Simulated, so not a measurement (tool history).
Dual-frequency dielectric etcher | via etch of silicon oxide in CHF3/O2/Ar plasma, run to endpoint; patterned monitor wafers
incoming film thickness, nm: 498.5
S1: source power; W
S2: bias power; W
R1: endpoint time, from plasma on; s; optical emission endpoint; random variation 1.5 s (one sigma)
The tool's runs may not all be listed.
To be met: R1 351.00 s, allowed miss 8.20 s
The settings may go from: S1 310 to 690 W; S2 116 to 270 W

Run 1, hour 0.0: S1 500 W, S2 193 W. Result: R1 291.23 s.
Run 2, hour 2.2: S1 470 W, S2 188 W. Result: R1 298.70 s.
Run 3, hour 10.4: S1 470 W, S2 218 W. Result: R1 289.72 s.
Run 4, hour 18.9: S1 450 W, S2 209 W. Result: R1 296.54 s.
Run 5, hour 19.6: S1 430 W, S2 201 W. Result: R1 305.24 s.
Run 6, hour 26.9: S1 500 W, S2 201 W. Result: R1 288.58 s.
Run 7, hour 32.8: S1 470 W, S2 194 W. Result: R1 293.84 s.
Run 8, hour 36.5: S1 450 W, S2 182 W. Result: R1 306.97 s.
Run 9, hour 45.5: S1 430 W, S2 178 W. Result: R1 313.68 s.
Run 10, hour 50.0: S1 410 W, S2 175 W. Result: R1 320.26 s.
Run 11, hour 54.2: S1 400 W, S2 173 W. Result: R1 324.64 s.
Run 12, hour 61.6: S1 390 W, S2 172 W. Result: R1 325.47 s.
Run 13, hour 62.3: S1 380 W, S2 170 W. Result: R1 331.39 s.
Run 14, hour 65.6: S1 370 W, S2 169 W. Result: R1 337.78 s.

4 next moves are on the table. One of them brings every result within its allowed miss. Which?
Run A, hour 68.9: S1 430 W, S2 138 W. Result: R1 ?.
Run B, hour 68.9: S1 380 W, S2 179 W. Result: R1 ?.
Run C, hour 68.9: S1 330 W, S2 174 W. Result: R1 ?.
Run D, hour 68.9: S1 390 W, S2 167 W. Result: R1 ?.

move      R1
   A  328.58
   B  328.35
   C  349.51
   D  329.58
A: further off than the last run
B: further off than the last run
C: meets every target
D: further off than the last run
Answer: C
